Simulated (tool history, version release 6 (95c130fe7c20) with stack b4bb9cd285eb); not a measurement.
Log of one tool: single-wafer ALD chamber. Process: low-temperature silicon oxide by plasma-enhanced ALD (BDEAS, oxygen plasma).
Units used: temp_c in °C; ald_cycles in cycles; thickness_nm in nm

run  hour  temp_c  ald_cycles  thickness_nm
  1     0     105          54        7.5264
  2     1     105          58        8.1876
  3   6.5     112          58        8.0364
  4   8.9     106          58        8.0905
  5  16.1     106          59        8.2893
     20.5  -- thermocouple changed; heater temperature recalibrated
  6  20.5     111          59        8.1068

Run 7 has not been measured yet. What should we expect?
  7  23.9     109          60             ?

{"run 7": {"thickness_nm": 8.2943}}

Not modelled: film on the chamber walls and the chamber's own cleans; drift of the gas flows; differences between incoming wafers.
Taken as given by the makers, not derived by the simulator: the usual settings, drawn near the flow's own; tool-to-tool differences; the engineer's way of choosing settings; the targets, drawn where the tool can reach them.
